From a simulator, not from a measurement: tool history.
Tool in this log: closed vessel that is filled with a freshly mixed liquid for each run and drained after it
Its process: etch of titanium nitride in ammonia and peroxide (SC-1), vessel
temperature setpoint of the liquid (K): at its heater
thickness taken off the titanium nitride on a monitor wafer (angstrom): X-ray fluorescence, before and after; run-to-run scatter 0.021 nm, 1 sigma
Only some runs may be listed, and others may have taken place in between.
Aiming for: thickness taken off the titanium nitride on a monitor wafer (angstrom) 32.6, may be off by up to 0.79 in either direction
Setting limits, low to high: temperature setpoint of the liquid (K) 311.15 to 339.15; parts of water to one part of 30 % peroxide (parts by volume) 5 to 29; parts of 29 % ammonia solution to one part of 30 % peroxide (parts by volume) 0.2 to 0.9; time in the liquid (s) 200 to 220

run,hour,temperature setpoint of the liquid (K),parts of water to one part of 30 % peroxide (parts by volume),parts of 29 % ammonia solution to one part of 30 % peroxide (parts by volume),time in the liquid (s),thickness taken off the titanium nitride on a monitor wafer (angstrom)
1,0,323.15,16,0.5,200,87.813
2,0.8,321.15,16.5,0.5,200,76.135
3,7.2,321.15,16.5,0.5,220,83.051
4,9,321.15,16.5,0.5,220,81.984
5,10.5,327.15,16.5,0.5,220,124.8
6,18.7,324.65,17.5,0.5,220,102.29
7,26,324.65,17.5,0.5,220,101.37
8,34.2,322.65,18.5,0.5,220,86.587
9,42.5,314.65,25,0.5,220,41.139
10,50.7,314.15,25,0.5,220,39.688
11,56.9,313.65,25,0.5,220,37.975
12,62.4,313.15,25,0.5,220,36.248
13,65.8,312.15,25,0.5,220,34.259

Which single option among these 5 for the next run brings every result within its allowed miss of target? Just one does.
A,69.2,312.15,20.5,0.35,220,?
B,69.2,313.65,28.5,0.4,220,?
C,69.2,313.15,24,0.5,210,?
D,69.2,312.15,21.5,0.55,205,?
E,69.2,312.15,27,0.5,220,?

move,thickness taken off the titanium nitride on a monitor wafer (angstrom)
A,35.72
B,33.978
C,35.955
D,35.283
E,32.708
A: its largest miss is bigger than the last run's
B: an improvement on the last run, though not all results are within tolerance
C: its largest miss is bigger than the last run's
D: its largest miss is bigger than the last run's
E: every result lands within tolerance
The move that meets every target is E.
